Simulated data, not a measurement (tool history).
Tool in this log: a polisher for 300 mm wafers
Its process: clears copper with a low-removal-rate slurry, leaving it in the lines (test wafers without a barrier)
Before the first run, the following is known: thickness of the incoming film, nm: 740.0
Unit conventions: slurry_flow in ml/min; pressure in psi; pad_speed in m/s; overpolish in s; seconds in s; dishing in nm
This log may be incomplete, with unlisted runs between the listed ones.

run    day  slurry_flow  pressure  pad_speed  slurry_solids  overpolish  seconds  dishing
  1  0.000          305       3.6       1.34            1.0          26   194.97   63.455
  2  0.188          360       3.6       1.34            1.0          26   192.36   66.323
  3  0.338          360       3.6       1.34            0.9          26   196.35   63.871
  4  0.375          360       4.4       1.34            0.9          26   162.88   76.098
  5  0.596          360       4.8       1.36            0.9          27   145.31   82.463
  6  0.788          360       3.9       1.36            0.9          27   175.62   72.892
  7  0.967          365       4.4       1.36            0.9          28   158.07   80.032
  8  1.133          365       4.7       1.36            0.9          29   147.86   85.288
     1.446  -- slurry nozzle cleaned
  9  1.446          365       5.0       1.36            0.9          31   137.92   96.259
 10  1.475          365       5.2       1.36            0.9          32   132.46  101.410
 11  1.733          365       5.3       1.36            0.9          32   128.45  100.080

Predict the results of run 12:
 12  1.992          365       5.4       1.36            0.9          33        ?        ?

{"run 12": {"seconds": 128.87, "dishing": 104.46}}
